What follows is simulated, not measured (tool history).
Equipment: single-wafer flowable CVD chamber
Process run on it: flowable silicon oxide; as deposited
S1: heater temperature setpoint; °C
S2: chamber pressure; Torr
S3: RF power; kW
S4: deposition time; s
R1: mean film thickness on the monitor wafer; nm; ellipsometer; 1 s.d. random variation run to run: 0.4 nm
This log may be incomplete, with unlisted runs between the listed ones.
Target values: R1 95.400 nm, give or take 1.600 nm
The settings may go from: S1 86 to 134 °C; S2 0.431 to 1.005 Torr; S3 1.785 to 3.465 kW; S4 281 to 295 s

run  hour   S1     S2     S3   S4       R1
  1   0.0  110  0.718  2.625  295  107.610
  2   3.5  105  0.718  2.625  295  124.500
  3   6.4  105  0.718  2.625  295  125.140
  4  14.0  105  0.815  2.625  295  138.500
  5  15.6  109  0.814  2.625  295  123.120
  6  21.8  112  0.814  2.625  295  112.060
  7  24.1  114  0.814  2.625  295  104.930
  8  28.5  115  0.814  2.625  295  102.450
     31.3  -- thermocouple changed; heater temperature recalibrated
  9  31.3  116  0.814  2.625  295  108.490
 10  38.4  118  0.813  2.625  295  102.640
 11  45.3  119  0.813  2.625  295   98.720

Exercise: of the 5 proposed moves below, exactly one satisfies all targets within the stated allowed misses. Which move is it?
  A  52.2  119  0.860  2.500  293   ?
  B  52.2  118  0.792  2.710  281   ?
  C  52.2  117  0.798  2.045  295   ?
  D  52.2  116  0.765  2.810  295   ?
  E  52.2  117  0.785  2.495  295   ?

move       R1
   A  103.070
   B   96.079
   C   99.494
   D  104.430
   E  101.980
A: lands further from the targets than the last run did
B: meets every target
C: lands further from the targets than the last run did
D: lands further from the targets than the last run did
E: lands further from the targets than the last run did
Correct choice: B, which meets every target
